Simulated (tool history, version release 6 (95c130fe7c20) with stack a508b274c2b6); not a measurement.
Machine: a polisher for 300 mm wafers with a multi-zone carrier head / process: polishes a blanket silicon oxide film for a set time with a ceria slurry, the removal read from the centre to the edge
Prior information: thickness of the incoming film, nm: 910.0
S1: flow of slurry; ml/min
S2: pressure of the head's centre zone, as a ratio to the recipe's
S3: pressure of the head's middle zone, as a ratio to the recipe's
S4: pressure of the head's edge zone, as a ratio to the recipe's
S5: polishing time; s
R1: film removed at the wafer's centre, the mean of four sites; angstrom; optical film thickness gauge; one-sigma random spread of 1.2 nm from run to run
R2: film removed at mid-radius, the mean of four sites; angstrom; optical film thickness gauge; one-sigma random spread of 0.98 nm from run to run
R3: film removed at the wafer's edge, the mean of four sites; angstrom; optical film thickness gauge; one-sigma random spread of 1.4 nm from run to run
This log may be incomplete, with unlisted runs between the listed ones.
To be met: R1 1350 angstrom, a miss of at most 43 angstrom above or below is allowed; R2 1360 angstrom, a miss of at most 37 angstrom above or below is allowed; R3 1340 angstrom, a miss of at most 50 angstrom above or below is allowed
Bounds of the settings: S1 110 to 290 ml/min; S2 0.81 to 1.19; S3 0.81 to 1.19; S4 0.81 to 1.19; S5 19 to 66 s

{"run": 1, "hour": 0.0, "S1": 185, "S2": 1, "S3": 1, "S4": 1, "S5": 42, "R1": 1801.6, "R2": 1835.2, "R3": 1787.7}
{"run": 2, "hour": 1.9, "S1": 185, "S2": 1, "S3": 1, "S4": 1, "S5": 48, "R1": 2049.3, "R2": 2121.6, "R3": 2093.8}
{"run": 3, "hour": 7.0, "S1": 185, "S2": 1.07, "S3": 1, "S4": 1, "S5": 48, "R1": 2169.7, "R2": 2107.5, "R3": 2031.5}
{"run": 4, "hour": 13.9, "S1": 185, "S2": 1.07, "S3": 1.07, "S4": 1, "S5": 48, "R1": 2211.6, "R2": 2257.6, "R3": 2074.2}
{"run": 5, "hour": 14.7, "S1": 140, "S2": 1.07, "S3": 1.07, "S4": 1, "S5": 48, "R1": 2091.9, "R2": 2170.4, "R3": 2036.5}
{"run": 6, "hour": 16.4, "S1": 140, "S2": 1.07, "S3": 1.11, "S4": 1, "S5": 48, "R1": 2112.2, "R2": 2235.5, "R3": 2029.6}
{"run": 7, "hour": 22.2, "S1": 145, "S2": 1.05, "S3": 1.08, "S4": 0.98, "S5": 45, "R1": 1963.3, "R2": 2071.1, "R3": 1843.3}
{"run": 8, "hour": 27.9, "S1": 140, "S2": 1.03, "S3": 1.04, "S4": 0.97, "S5": 43, "R1": 1822.5, "R2": 1905.9, "R3": 1795.3}
{"run": 9, "hour": 30.9, "S1": 145, "S2": 1.02, "S3": 1.02, "S4": 0.96, "S5": 41, "R1": 1728.3, "R2": 1778.3, "R3": 1712.3}
{"run": 10, "hour": 38.6, "S1": 155, "S2": 1.01, "S3": 1.01, "S4": 0.95, "S5": 39, "R1": 1639.1, "R2": 1695.4, "R3": 1626.1}
{"run": 11, "hour": 46.1, "S1": 160, "S2": 1, "S3": 1, "S4": 0.94, "S5": 38, "R1": 1621.3, "R2": 1648.6, "R3": 1558.1}
{"run": 12, "hour": 49.1, "S1": 160, "S2": 0.98, "S3": 0.98, "S4": 0.93, "S5": 37, "R1": 1532.7, "R2": 1568.4, "R3": 1540.5}
{"run": 13, "hour": 50.5, "S1": 160, "S2": 0.98, "S3": 0.97, "S4": 0.92, "S5": 36, "R1": 1466, "R2": 1522.8, "R3": 1494.3}
{"run": 14, "hour": 52.1, "S1": 160, "S2": 0.98, "S3": 0.96, "S4": 0.91, "S5": 35, "R1": 1454.5, "R2": 1462.6, "R3": 1427.6}
{"run": 15, "hour": 60.1, "S1": 155, "S2": 0.97, "S3": 0.95, "S4": 0.9, "S5": 35, "R1": 1422, "R2": 1455.7, "R3": 1444.2}
{"run": 16, "hour": 68.9, "S1": 155, "S2": 0.97, "S3": 0.95, "S4": 0.89, "S5": 35, "R1": 1420.2, "R2": 1440.4, "R3": 1451.1}

Exercise: of the 5 proposed moves below, exactly one satisfies all targets within the stated allowed misses. Which move is it?
{"run": "A", "hour": 77.7, "S1": 235, "S2": 1.02, "S3": 1.19, "S4": 0.96, "S5": 30, "R1": "?", "R2": "?", "R3": "?"}
{"run": "B", "hour": 77.7, "S1": 130, "S2": 1.05, "S3": 1.03, "S4": 0.81, "S5": 35, "R1": "?", "R2": "?", "R3": "?"}
{"run": "C", "hour": 77.7, "S1": 155, "S2": 0.91, "S3": 1.05, "S4": 0.89, "S5": 34, "R1": "?", "R2": "?", "R3": "?"}
{"run": "D", "hour": 77.7, "S1": 165, "S2": 1, "S3": 0.97, "S4": 0.94, "S5": 32, "R1": "?", "R2": "?", "R3": "?"}
{"run": "E", "hour": 77.7, "S1": 170, "S2": 0.96, "S3": 0.92, "S4": 0.92, "S5": 38, "R1": "?", "R2": "?", "R3": "?"}

move=A R1=1355.3 R2=1565.3 R3=1301.5
move=B R1=1504.9 R2=1505.5 R3=1358.7
move=C R1=1297.9 R2=1521.1 R3=1387.2
move=D R1=1354.1 R2=1348.4 R3=1341.4
move=E R1=1548.8 R2=1537.7 R3=1585.2
A: meets the target for the result that was furthest off, but another lies outside its allowed miss
B: meets the target for the result that was furthest off, but another lies outside its allowed miss
C: meets the target for the result that was furthest off, but another lies outside its allowed miss
D: hits every target within its allowed miss
E: the biggest miss grows against the last run
The move that meets every target is D.
